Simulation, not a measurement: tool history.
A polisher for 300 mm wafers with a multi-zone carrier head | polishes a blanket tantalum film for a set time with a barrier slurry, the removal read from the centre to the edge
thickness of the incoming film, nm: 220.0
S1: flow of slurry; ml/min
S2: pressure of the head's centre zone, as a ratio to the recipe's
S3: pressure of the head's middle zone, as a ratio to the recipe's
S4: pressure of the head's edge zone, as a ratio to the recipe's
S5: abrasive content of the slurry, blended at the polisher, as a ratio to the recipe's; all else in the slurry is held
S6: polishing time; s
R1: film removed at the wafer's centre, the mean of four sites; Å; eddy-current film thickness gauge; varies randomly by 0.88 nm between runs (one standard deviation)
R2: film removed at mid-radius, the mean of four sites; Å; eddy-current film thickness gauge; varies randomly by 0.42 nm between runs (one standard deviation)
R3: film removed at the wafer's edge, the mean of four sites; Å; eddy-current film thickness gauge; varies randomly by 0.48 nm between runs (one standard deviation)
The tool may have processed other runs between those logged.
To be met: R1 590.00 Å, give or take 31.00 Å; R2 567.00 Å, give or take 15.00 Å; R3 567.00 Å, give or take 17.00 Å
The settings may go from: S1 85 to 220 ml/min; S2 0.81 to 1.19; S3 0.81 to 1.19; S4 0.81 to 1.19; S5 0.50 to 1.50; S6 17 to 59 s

run	hour	S1	S2	S3	S4	S5	S6	R1	R2	R3
1	0.0	140	1.00	1.00	1.00	1.00	38	828.40	846.13	861.25
2	4.2	140	1.00	1.00	1.00	1.00	31	684.94	685.25	696.00
3	6.7	140	1.00	0.95	1.00	1.00	31	680.15	656.25	711.31
4	14.5	135	1.00	0.95	0.97	0.95	31	665.37	641.33	681.53
5	20.3	130	1.00	0.95	0.94	0.90	31	621.86	631.14	657.15
6	25.8	130	1.00	0.95	1.00	0.90	31	639.07	626.51	677.89
7	32.5	125	1.02	0.95	0.97	0.85	31	623.13	604.00	643.52
8	36.0	120	1.03	0.96	0.95	0.85	31	621.49	590.66	644.65
9	41.3	120	1.04	0.98	0.92	0.80	31	613.04	589.75	618.87
10	42.0	115	1.05	0.99	0.90	0.80	31	611.34	584.11	608.58
11	49.7	110	1.05	1.00	0.88	0.80	31	590.20	579.50	600.03

5 next moves are on the table. One of them brings every result within its allowed miss. Which?
A	57.4	90	1.05	0.91	0.92	0.80	34	?	?	?
B	57.4	85	0.99	0.87	0.93	0.75	38	?	?	?
C	57.4	85	1.14	1.04	0.86	0.60	37	?	?	?
D	57.4	105	0.92	0.93	0.86	1.10	28	?	?	?
E	57.4	105	1.00	1.01	0.90	0.75	33	?	?	?

move	R1	R2	R3
A	618.46	569.08	639.73
B	624.03	584.38	685.72
C	595.39	567.80	571.37
D	552.14	567.39	605.78
E	593.58	607.40	617.42
A: its largest miss is bigger than the last run's
B: its largest miss is bigger than the last run's
C: every result within its allowed miss
D: its largest miss is bigger than the last run's
E: its largest miss is bigger than the last run's
Move C is the one to make.
